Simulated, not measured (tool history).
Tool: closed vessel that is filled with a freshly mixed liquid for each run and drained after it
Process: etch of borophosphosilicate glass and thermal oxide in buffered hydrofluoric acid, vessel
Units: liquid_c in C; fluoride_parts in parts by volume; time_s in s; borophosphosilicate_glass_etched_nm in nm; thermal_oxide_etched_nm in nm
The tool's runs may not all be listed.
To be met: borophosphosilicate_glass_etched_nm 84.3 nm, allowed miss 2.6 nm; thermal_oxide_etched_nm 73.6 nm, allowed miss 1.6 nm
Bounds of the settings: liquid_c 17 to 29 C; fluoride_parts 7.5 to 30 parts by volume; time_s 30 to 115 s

run,hour,liquid_c,fluoride_parts,time_s,borophosphosilicate_glass_etched_nm,thermal_oxide_etched_nm
1,0,21,21,60,43.436,37.473
2,9.2,21,18.5,60,49.159,42.89
3,13.6,21,18.5,75,61.386,53.152
4,19.4,22,18.5,75,64.635,56.084
5,27.9,22,16.5,75,72.964,63.165
6,30,22,11,75,106.52,92.899
# hour 33.7: hydrofluoric acid flow meter replaced
7,33.7,22,11,75,97.289,84.946
8,41,22,11,75,96.695,84.395
9,43.7,19,11,75,83.063,71.725

4 next moves are on the table. One of them brings every result within its allowed miss. Which?
A,46.4,29,7.5,30,?,?
B,46.4,23.5,8,45,?,?
C,46.4,19,10.5,70,?,?
D,46.4,21.5,9.5,55,?,?

move,borophosphosilicate_glass_etched_nm,thermal_oxide_etched_nm
A,81.824,70.311
B,85.438,73.218
C,81.345,69.677
D,79.535,68.189
A: further off than the last run
B: meets every target
C: further off than the last run
D: further off than the last run
Move B is the one to make.
